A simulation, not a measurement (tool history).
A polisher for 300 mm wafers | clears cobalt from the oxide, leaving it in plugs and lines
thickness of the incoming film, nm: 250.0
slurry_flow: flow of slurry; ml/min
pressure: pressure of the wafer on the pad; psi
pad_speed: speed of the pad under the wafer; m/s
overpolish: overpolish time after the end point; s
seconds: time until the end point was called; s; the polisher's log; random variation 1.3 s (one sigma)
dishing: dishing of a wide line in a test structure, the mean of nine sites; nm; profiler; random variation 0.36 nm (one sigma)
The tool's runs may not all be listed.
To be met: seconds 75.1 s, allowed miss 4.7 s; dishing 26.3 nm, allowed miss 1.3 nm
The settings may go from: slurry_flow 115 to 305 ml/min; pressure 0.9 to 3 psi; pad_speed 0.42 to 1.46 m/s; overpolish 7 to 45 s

run    day  slurry_flow  pressure  pad_speed  overpolish  seconds  dishing
  1      0          195       1.9       0.94          23   56.343   32.628
  2  0.167          190       1.8       0.94          20   57.346   30.651
  3  0.517          190       2.2       0.94          20   48.341   32.659
  4  0.621          225       2.2       0.94          20    49.49   31.643
  5  0.917          230         2       0.94          18   51.206   32.115
  6  1.029          230         2       1.08          18    45.83   31.607
  7  1.292          220       1.8       1.06          16   50.358   31.007
  8  1.429          205       1.6       1.06          14    55.19    29.89
  9  1.671          195       1.5       1.06          13   57.378    28.02
 10  2.038          195       1.4       1.06          13    61.51   27.876
 11  2.296          195       1.3       1.06          13   61.594   27.401
     2.408  -- worn pad replaced by a new one
 12  2.408          195       1.2       1.04          14    64.44   27.758

4 next moves are on the table. One of them brings every result within its allowed miss. Which?
  A  2.521          190       1.5        0.7          23        ?        ?
  B  2.521          155       1.2       0.88          14        ?        ?
  C  2.521          220       1.3       1.24          12        ?        ?
  D  2.521          265       1.1       0.74          22        ?        ?

move  seconds  dishing
   A   74.646   30.699
   B   75.393   26.006
   C   52.006   28.147
   D   85.121   29.429
A: brings the result that was furthest off to its target, and leaves another outside
B: meets every target
C: further off than the last run
D: takes the result that was furthest off past its target
The right move is B.
